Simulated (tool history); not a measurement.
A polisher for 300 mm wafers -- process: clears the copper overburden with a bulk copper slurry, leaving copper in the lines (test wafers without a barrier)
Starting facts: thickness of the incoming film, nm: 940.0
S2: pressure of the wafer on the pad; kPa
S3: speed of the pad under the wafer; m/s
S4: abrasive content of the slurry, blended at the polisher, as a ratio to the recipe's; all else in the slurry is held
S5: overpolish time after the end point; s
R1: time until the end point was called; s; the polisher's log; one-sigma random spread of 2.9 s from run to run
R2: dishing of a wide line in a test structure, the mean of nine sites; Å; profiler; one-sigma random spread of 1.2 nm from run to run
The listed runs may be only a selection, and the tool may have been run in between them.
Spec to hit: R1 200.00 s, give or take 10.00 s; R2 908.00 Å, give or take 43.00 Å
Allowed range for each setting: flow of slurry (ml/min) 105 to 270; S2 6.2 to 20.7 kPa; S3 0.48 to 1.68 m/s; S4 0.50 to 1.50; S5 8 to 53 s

{"run": 1, "hour": 0.0, "flow of slurry (ml/min)": 175, "S2": 13.1, "S3": 1.08, "S4": 1.0, "S5": 27, "R1": 150.7, "R2": 810.54}
{"run": 2, "hour": 7.6, "flow of slurry (ml/min)": 145, "S2": 13.1, "S3": 1.08, "S4": 1.0, "S5": 27, "R1": 151.59, "R2": 776.49}
{"run": 3, "hour": 9.3, "flow of slurry (ml/min)": 150, "S2": 12.4, "S3": 1.06, "S4": 1.0, "S5": 31, "R1": 157.76, "R2": 826.28}
{"run": 4, "hour": 17.2, "flow of slurry (ml/min)": 155, "S2": 11.7, "S3": 1.04, "S4": 1.0, "S5": 34, "R1": 173.4, "R2": 839.46}
{"run": 5, "hour": 19.5, "flow of slurry (ml/min)": 155, "S2": 11.0, "S3": 1.04, "S4": 1.0, "S5": 36, "R1": 185.32, "R2": 856.63}
{"run": 6, "hour": 22.6, "flow of slurry (ml/min)": 155, "S2": 11.0, "S3": 1.24, "S4": 1.0, "S5": 36, "R1": 153.14, "R2": 880.82}
{"run": 7, "hour": 29.9, "flow of slurry (ml/min)": 155, "S2": 10.3, "S3": 1.22, "S4": 1.0, "S5": 38, "R1": 165.48, "R2": 885.3}
{"run": 8, "hour": 33.2, "flow of slurry (ml/min)": 150, "S2": 8.3, "S3": 1.18, "S4": 1.0, "S5": 46, "R1": 193.51, "R2": 822.83}
{"run": 9, "hour": 39.4, "flow of slurry (ml/min)": 155, "S2": 8.3, "S3": 1.16, "S4": 1.0, "S5": 48, "R1": 200.57, "R2": 854.74}
{"run": 10, "hour": 42.6, "flow of slurry (ml/min)": 155, "S2": 8.3, "S3": 1.16, "S4": 1.0, "S5": 49, "R1": 202.44, "R2": 846.7}

Next run, 4 choices. One meets every target within its allowed miss, the rest don't. Which?
{"run": "A", "hour": 45.8, "flow of slurry (ml/min)": 215, "S2": 7.6, "S3": 1.22, "S4": 0.95, "S5": 42, "R1": "?", "R2": "?"}
{"run": "B", "hour": 45.8, "flow of slurry (ml/min)": 165, "S2": 11.0, "S3": 1.08, "S4": 1.05, "S5": 53, "R1": "?", "R2": "?"}
{"run": "C", "hour": 45.8, "flow of slurry (ml/min)": 105, "S2": 11.0, "S3": 1.0, "S4": 0.9, "S5": 48, "R1": "?", "R2": "?"}
{"run": "D", "hour": 45.8, "flow of slurry (ml/min)": 110, "S2": 11.0, "S3": 0.84, "S4": 1.15, "S5": 52, "R1": "?", "R2": "?"}

move=A R1=202.20 R2=782.19
move=B R1=174.51 R2=989.62
move=C R1=204.87 R2=891.09
move=D R1=228.50 R2=879.19
A: the biggest miss grows against the last run
B: takes the result that was furthest off past its target
C: meets every target
D: gets the furthest-off result to its target, but another result is out of tolerance
The right move is C.

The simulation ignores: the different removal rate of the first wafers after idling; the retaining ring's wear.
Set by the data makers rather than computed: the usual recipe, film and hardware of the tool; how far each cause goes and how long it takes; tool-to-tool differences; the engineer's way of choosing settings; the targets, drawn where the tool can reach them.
